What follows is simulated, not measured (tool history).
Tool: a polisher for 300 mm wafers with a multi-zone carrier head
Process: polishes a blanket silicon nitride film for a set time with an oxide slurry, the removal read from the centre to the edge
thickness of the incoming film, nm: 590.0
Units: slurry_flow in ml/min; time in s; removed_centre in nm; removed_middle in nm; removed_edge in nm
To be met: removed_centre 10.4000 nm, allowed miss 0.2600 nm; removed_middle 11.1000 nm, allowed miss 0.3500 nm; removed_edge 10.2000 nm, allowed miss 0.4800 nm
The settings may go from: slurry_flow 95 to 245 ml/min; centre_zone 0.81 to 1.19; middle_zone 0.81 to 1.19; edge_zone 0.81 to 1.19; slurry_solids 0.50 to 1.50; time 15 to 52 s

run 1 hour=0.0 | slurry_flow=155 centre_zone=1.00 middle_zone=1.00 edge_zone=1.00 slurry_solids=1.00 time=33 | removed_centre=20.3530 removed_middle=19.4520 removed_edge=19.8090
run 2 hour=6.1 | slurry_flow=155 centre_zone=0.99 middle_zone=1.00 edge_zone=0.97 slurry_solids=0.90 time=31 | removed_centre=18.7200 removed_middle=17.7560 removed_edge=17.9870
run 3 hour=14.3 | slurry_flow=155 centre_zone=0.99 middle_zone=1.00 edge_zone=0.97 slurry_solids=1.05 time=31 | removed_centre=19.2050 removed_middle=18.4670 removed_edge=18.5060
run 4 hour=18.5 | slurry_flow=155 centre_zone=0.94 middle_zone=1.00 edge_zone=0.97 slurry_solids=1.05 time=31 | removed_centre=18.1540 removed_middle=18.8330 removed_edge=18.5240
run 5 hour=26.9 | slurry_flow=170 centre_zone=0.94 middle_zone=1.00 edge_zone=0.97 slurry_solids=1.05 time=31 | removed_centre=18.6900 removed_middle=19.2340 removed_edge=18.6230
run 6 hour=30.6 | slurry_flow=170 centre_zone=0.92 middle_zone=1.00 edge_zone=0.95 slurry_solids=0.95 time=29 | removed_centre=16.7350 removed_middle=17.3750 removed_edge=16.7520
run 7 hour=34.6 | slurry_flow=170 centre_zone=0.91 middle_zone=1.00 edge_zone=0.93 slurry_solids=0.85 time=28 | removed_centre=15.3040 removed_middle=16.2620 removed_edge=15.2630
run 8 hour=43.6 | slurry_flow=170 centre_zone=0.90 middle_zone=0.99 edge_zone=0.91 slurry_solids=0.80 time=27 | removed_centre=14.3530 removed_middle=15.2170 removed_edge=14.4410
run 9 hour=48.5 | slurry_flow=175 centre_zone=0.89 middle_zone=0.98 edge_zone=0.89 slurry_solids=0.75 time=26 | removed_centre=13.6060 removed_middle=14.2870 removed_edge=13.6100
run 10 hour=57.1 | slurry_flow=175 centre_zone=0.89 middle_zone=0.98 edge_zone=0.88 slurry_solids=0.70 time=25 | removed_centre=12.7230 removed_middle=13.6210 removed_edge=12.9200
run 11 hour=58.3 | slurry_flow=145 centre_zone=0.94 middle_zone=0.98 edge_zone=0.81 slurry_solids=0.50 time=21 | removed_centre=9.8863 removed_middle=9.9751 removed_edge=9.2882
run 12 hour=64.9 | slurry_flow=150 centre_zone=0.93 middle_zone=0.98 edge_zone=0.82 slurry_solids=0.50 time=21 | removed_centre=9.8085 removed_middle=10.1390 removed_edge=9.2108
run 13 hour=67.4 | slurry_flow=155 centre_zone=0.93 middle_zone=0.98 edge_zone=0.83 slurry_solids=0.50 time=21 | removed_centre=9.9335 removed_middle=10.1240 removed_edge=9.3114
run 14 hour=72.6 | slurry_flow=160 centre_zone=0.92 middle_zone=0.98 edge_zone=0.84 slurry_solids=0.50 time=21 | removed_centre=9.8659 removed_middle=10.2870 removed_edge=9.4026
run 15 hour=75.7 | slurry_flow=165 centre_zone=0.92 middle_zone=0.98 edge_zone=0.85 slurry_solids=0.50 time=21 | removed_centre=9.9137 removed_middle=10.2400 removed_edge=9.6932
run 16 hour=79.1 | slurry_flow=170 centre_zone=0.92 middle_zone=0.99 edge_zone=0.85 slurry_solids=0.50 time=21 | removed_centre=9.9255 removed_middle=10.2450 removed_edge=9.7864
run 17 hour=84.8 | slurry_flow=170 centre_zone=0.92 middle_zone=1.00 edge_zone=0.85 slurry_solids=0.50 time=21 | removed_centre=10.0160 removed_middle=10.5780 removed_edge=9.6548
run 18 hour=93.5 | slurry_flow=175 centre_zone=0.92 middle_zone=1.00 edge_zone=0.85 slurry_solids=0.50 time=21 | removed_centre=9.9742 removed_middle=10.5150 removed_edge=9.7387
run 19 hour=95.1 | slurry_flow=180 centre_zone=0.92 middle_zone=1.00 edge_zone=0.85 slurry_solids=0.50 time=21 | removed_centre=10.1000 removed_middle=10.5730 removed_edge=9.5072
run 20 hour=96.0 | slurry_flow=185 centre_zone=0.92 middle_zone=1.00 edge_zone=0.86 slurry_solids=0.50 time=21 | removed_centre=10.1950 removed_middle=10.6710 removed_edge=9.8408
run 21 hour=96.6 | slurry_flow=190 centre_zone=0.92 middle_zone=1.00 edge_zone=0.86 slurry_solids=0.50 time=21 | removed_centre=10.2430 removed_middle=10.6960 removed_edge=9.7335
run 22 hour=99.3 | slurry_flow=190 centre_zone=0.92 middle_zone=1.00 edge_zone=0.87 slurry_solids=0.50 time=21 | removed_centre=10.1670 removed_middle=10.7070 removed_edge=9.9356

Which of these 5 next moves meets every target?
run A hour=102.0 | slurry_flow=190 centre_zone=0.93 middle_zone=1.04 edge_zone=0.93 slurry_solids=0.50 time=21 | removed_centre=? removed_middle=? removed_edge=?
run B hour=102.0 | slurry_flow=235 centre_zone=0.91 middle_zone=1.09 edge_zone=0.81 slurry_solids=0.50 time=20 | removed_centre=? removed_middle=? removed_edge=?
run C hour=102.0 | slurry_flow=200 centre_zone=0.88 middle_zone=1.04 edge_zone=0.94 slurry_solids=0.70 time=19 | removed_centre=? removed_middle=? removed_edge=?
run D hour=102.0 | slurry_flow=165 centre_zone=0.91 middle_zone=1.00 edge_zone=0.91 slurry_solids=0.55 time=20 | removed_centre=? removed_middle=? removed_edge=?
run E hour=102.0 | slurry_flow=160 centre_zone=1.00 middle_zone=1.17 edge_zone=0.81 slurry_solids=0.50 time=21 | removed_centre=? removed_middle=? removed_edge=?

move=A removed_centre=10.4300 removed_middle=11.2400 removed_edge=10.0600
move=B removed_centre=10.0520 removed_middle=11.4830 removed_edge=9.1998
move=C removed_centre=9.8621 removed_middle=11.2290 removed_edge=10.0770
move=D removed_centre=9.6971 removed_middle=10.3670 removed_edge=9.5600
move=E removed_centre=10.8640 removed_middle=12.0680 removed_edge=9.2327
A: meets every target
B: takes the result that was furthest off past its target
C: brings the result that was furthest off to its target, and leaves another outside
D: further off than the last run
E: takes the result that was furthest off past its target
Move A is the one to make.
